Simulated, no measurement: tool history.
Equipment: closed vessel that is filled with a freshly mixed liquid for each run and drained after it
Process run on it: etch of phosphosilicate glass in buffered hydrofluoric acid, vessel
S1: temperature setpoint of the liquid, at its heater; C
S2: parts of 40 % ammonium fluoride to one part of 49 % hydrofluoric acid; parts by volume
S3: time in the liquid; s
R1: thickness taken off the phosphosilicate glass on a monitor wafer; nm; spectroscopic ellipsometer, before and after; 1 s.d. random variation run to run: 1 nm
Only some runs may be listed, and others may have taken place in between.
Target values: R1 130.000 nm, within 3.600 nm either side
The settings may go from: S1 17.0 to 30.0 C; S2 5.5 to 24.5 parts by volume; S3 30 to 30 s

run  hour    S1    S2  S3       R1
  1   0.0  22.0  15.0  30   66.497
  2   4.3  19.0  15.0  30   56.982
  3   7.6  19.0  17.5  30   48.566
  4  15.4  22.0  15.5  30   65.652
  5  21.4  22.0  11.0  30   90.694
  6  29.7  23.5  11.0  30   99.726
  7  36.8  24.5  11.0  30  105.360
  8  40.3  25.5  11.0  30  110.780
  9  41.2  26.0  11.0  30  113.010
 10  49.3  26.5  11.0  30  117.070
 11  52.3  27.0  11.0  30  118.820
 12  57.0  27.5  11.0  30  121.880
 13  61.1  27.5  11.0  30  121.110

Consider the 5 candidate settings below. Which is the only one whose results all fall within their allowed miss of target?
  A  65.2  27.5  12.0  30   ?
  B  65.2  27.0   8.5  30   ?
  C  65.2  24.0   8.0  30   ?
  D  65.2  27.5  10.5  30   ?
  E  65.2  26.0  10.5  30   ?

move       R1
   A  113.590
   B  150.160
   C  136.390
   D  129.380
   E  119.390
A: misses by more than the last run did
B: takes the result that was furthest off past its target
C: takes the result that was furthest off past its target
D: meets every target
E: misses by more than the last run did
Answer: D

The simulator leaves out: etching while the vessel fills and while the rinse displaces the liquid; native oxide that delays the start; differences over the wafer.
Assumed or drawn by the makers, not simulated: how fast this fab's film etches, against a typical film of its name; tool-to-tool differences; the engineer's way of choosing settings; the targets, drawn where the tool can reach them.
